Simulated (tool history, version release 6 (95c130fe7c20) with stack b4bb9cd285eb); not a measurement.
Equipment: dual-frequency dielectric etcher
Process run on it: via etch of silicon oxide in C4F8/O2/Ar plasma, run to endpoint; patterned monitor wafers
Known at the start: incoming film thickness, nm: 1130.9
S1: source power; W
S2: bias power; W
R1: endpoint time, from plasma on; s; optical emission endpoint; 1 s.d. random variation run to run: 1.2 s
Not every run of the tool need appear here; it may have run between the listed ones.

{"run": 1, "day": 0.0, "S1": 2620, "S2": 1798, "R1": 199.98}
{"run": 2, "day": 0.108, "S1": 2620, "S2": 1674, "R1": 205.98}
{"run": 3, "day": 0.158, "S1": 2790, "S2": 1674, "R1": 200.71}
{"run": 4, "day": 0.346, "S1": 2400, "S2": 1674, "R1": 208.61}
{"run": 5, "day": 0.475, "S1": 2190, "S2": 1674, "R1": 217.55}
{"run": 6, "day": 0.583, "S1": 2630, "S2": 1674, "R1": 202.04}

Forecast run 7:
{"run": 7, "day": 0.708, "S1": 2800, "S2": 1713, "R1": "?"}

{"run 7": {"R1": 198.99}}

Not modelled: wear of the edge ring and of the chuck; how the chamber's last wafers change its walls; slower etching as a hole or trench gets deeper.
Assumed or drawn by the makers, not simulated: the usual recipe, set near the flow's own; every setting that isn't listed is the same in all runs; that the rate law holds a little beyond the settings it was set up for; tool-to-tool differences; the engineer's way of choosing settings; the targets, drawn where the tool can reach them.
